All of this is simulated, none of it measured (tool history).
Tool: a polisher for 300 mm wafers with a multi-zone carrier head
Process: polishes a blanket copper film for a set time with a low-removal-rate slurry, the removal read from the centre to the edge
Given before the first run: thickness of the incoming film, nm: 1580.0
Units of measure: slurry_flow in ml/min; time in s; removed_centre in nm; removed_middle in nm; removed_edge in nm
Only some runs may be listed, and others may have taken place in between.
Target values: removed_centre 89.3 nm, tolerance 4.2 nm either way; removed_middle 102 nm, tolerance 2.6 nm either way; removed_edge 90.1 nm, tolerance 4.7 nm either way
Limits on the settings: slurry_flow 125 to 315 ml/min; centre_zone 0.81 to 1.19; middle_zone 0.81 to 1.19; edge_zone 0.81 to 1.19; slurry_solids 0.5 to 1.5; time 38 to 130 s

| run | hour | slurry_flow | centre_zone | middle_zone | edge_zone | slurry_solids | time | removed_centre | removed_middle | removed_edge |
|---|---|---|---|---|---|---|---|---|---|---|
| 1 | 0 | 205 | 1 | 1 | 1 | 1 | 84 | 162.97 | 161.35 | 164.84 |
| 2 | 2.9 | 205 | 0.98 | 1.02 | 0.96 | 0.85 | 74 | 137.24 | 138.77 | 138.31 |
| 3 | 11.1 | 205 | 0.98 | 1.02 | 0.96 | 0.65 | 74 | 126.18 | 127.71 | 127.72 |
| 4 | 15.6 | 205 | 0.98 | 1.02 | 0.96 | 0.85 | 74 | 136.72 | 140.75 | 135.54 |
| 5 | 24.2 | 165 | 0.98 | 1.02 | 0.96 | 0.85 | 74 | 130.71 | 133.39 | 132.13 |
| 6 | 27.8 | 165 | 0.96 | 1.03 | 0.93 | 0.75 | 69 | 115.43 | 121.58 | 116.96 |
| 7 | 34.3 | 175 | 0.89 | 1.05 | 0.83 | 0.5 | 59 | 83.738 | 95.761 | 84.775 |
| 8 | 39.8 | 185 | 0.9 | 1.06 | 0.84 | 0.5 | 59 | 82.918 | 97.538 | 86.716 |
| 9 | 45.1 | 190 | 0.92 | 1.06 | 0.84 | 0.5 | 59 | 85.958 | 98.475 | 86.935 |
| 10 | 47.5 | 195 | 0.93 | 1.06 | 0.85 | 0.5 | 59 | 87.947 | 98.598 | 87.181 |
| 11 | 49.3 | 200 | 0.93 | 1.06 | 0.86 | 0.5 | 59 | 87.631 | 98.293 | 86.014 |
| 12 | 54.1 | 200 | 0.93 | 1.06 | 0.86 | 0.5 | 59 | 88.049 | 98.778 | 88.216 |

Of the 4 settings listed for the next run, only one would bring every result within its allowed miss of target. Which one?
| A | 58.9 | 200 | 0.86 | 0.96 | 0.86 | 0.5 | 63 | ? | ? | ? |
| B | 58.9 | 180 | 0.99 | 1.19 | 0.84 | 0.7 | 51 | ? | ? | ? |
| C | 58.9 | 220 | 0.93 | 1.09 | 0.91 | 0.7 | 54 | ? | ? | ? |
| D | 58.9 | 165 | 0.94 | 1.08 | 0.84 | 0.5 | 59 | ? | ? | ? |

| move | removed_centre | removed_middle | removed_edge |
|---|---|---|---|
| A | 88.646 | 96.403 | 92.956 |
| B | 89.437 | 99.856 | 80.701 |
| C | 92.027 | 101.79 | 90.816 |
| D | 87.553 | 95.631 | 83.924 |
A: the biggest miss grows against the last run
B: the worst result of the last run now meets its target, but another is out of spec
C: every result within its allowed miss
D: the biggest miss grows against the last run
So the answer is move C, the one that meets all the targets.
